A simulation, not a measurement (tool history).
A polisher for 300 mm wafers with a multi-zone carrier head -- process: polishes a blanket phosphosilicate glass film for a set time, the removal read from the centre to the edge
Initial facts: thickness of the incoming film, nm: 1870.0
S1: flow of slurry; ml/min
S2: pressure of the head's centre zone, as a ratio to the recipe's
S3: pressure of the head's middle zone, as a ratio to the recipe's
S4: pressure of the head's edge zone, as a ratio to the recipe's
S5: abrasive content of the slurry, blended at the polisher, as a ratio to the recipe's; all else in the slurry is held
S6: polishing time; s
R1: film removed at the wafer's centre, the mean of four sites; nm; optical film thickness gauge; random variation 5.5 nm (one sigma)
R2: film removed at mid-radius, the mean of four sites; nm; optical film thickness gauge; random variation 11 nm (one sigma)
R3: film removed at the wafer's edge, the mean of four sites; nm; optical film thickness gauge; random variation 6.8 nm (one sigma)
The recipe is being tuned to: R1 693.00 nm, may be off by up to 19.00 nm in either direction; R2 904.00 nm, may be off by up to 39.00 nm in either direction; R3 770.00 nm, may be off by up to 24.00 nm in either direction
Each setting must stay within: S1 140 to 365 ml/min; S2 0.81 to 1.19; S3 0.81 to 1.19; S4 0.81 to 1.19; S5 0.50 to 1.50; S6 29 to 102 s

Run 1, day 0.000: S1 235 ml/min, S2 1.00, S3 1.00, S4 1.00, S5 1.00, S6 65 s. Result: R1 579.33 nm, R2 613.78 nm, R3 594.13 nm.
Run 2, day 0.075: S1 235 ml/min, S2 1.00, S3 1.00, S4 1.00, S5 1.00, S6 77 s. Result: R1 685.55 nm, R2 688.19 nm, R3 696.36 nm.
Run 3, day 0.308: S1 255 ml/min, S2 0.97, S3 1.06, S4 1.01, S5 1.05, S6 77 s. Result: R1 682.88 nm, R2 773.47 nm, R3 729.66 nm.
Run 4, day 0.408: S1 310 ml/min, S2 0.97, S3 1.06, S4 1.01, S5 1.05, S6 77 s. Result: R1 704.04 nm, R2 782.49 nm, R3 741.54 nm.
Run 5, day 0.462: S1 310 ml/min, S2 0.97, S3 1.06, S4 1.01, S5 0.95, S6 77 s. Result: R1 679.10 nm, R2 740.93 nm, R3 699.97 nm.
Run 6, day 0.567: S1 310 ml/min, S2 0.97, S3 0.98, S4 1.01, S5 0.95, S6 77 s. Result: R1 672.15 nm, R2 698.93 nm, R3 706.20 nm.
Run 7, day 0.721: S1 315 ml/min, S2 0.95, S3 1.05, S4 1.02, S5 1.00, S6 77 s. Result: R1 676.22 nm, R2 760.88 nm, R3 726.77 nm.
Run 8, day 1.062: S1 320 ml/min, S2 0.94, S3 1.09, S4 1.02, S5 1.05, S6 77 s. Result: R1 687.54 nm, R2 808.61 nm, R3 730.63 nm.
Run 9, day 1.129: S1 320 ml/min, S2 0.94, S3 1.09, S4 1.02, S5 1.05, S6 77 s. Result: R1 670.28 nm, R2 795.24 nm, R3 753.16 nm.
Run 10, day 1.279: S1 320 ml/min, S2 0.94, S3 1.12, S4 1.00, S5 1.10, S6 77 s. Result: R1 684.24 nm, R2 838.70 nm, R3 752.30 nm.
Run 11, day 1.596: S1 325 ml/min, S2 0.94, S3 1.14, S4 1.00, S5 1.10, S6 77 s. Result: R1 699.58 nm, R2 836.36 nm, R3 757.96 nm.

Of the 4 settings listed for the next run, only one would bring every result within its allowed miss of target. Which one?
Run A, day 1.912: S1 295 ml/min, S2 0.88, S3 1.14, S4 0.90, S5 1.45, S6 74 s. Result: R1 ?, R2 ?, R3 ?.
Run B, day 1.912: S1 315 ml/min, S2 0.85, S3 1.19, S4 0.88, S5 1.05, S6 81 s. Result: R1 ?, R2 ?, R3 ?.
Run C, day 1.912: S1 365 ml/min, S2 0.88, S3 1.19, S4 1.02, S5 1.10, S6 84 s. Result: R1 ?, R2 ?, R3 ?.
Run D, day 1.912: S1 330 ml/min, S2 0.84, S3 1.18, S4 1.06, S5 1.00, S6 84 s. Result: R1 ?, R2 ?, R3 ?.

move      R1      R2      R3
   A  698.79  893.51  763.49
   B  650.98  889.26  726.96
   C  723.51  952.85  832.89
   D  655.04  899.39  807.74
A: every result lands within tolerance
B: brings the result that was furthest off to its target, and leaves another outside
C: takes the biggest miss from the last run beyond its target
D: brings the result that was furthest off to its target, and leaves another outside
Correct choice: A, which meets every target
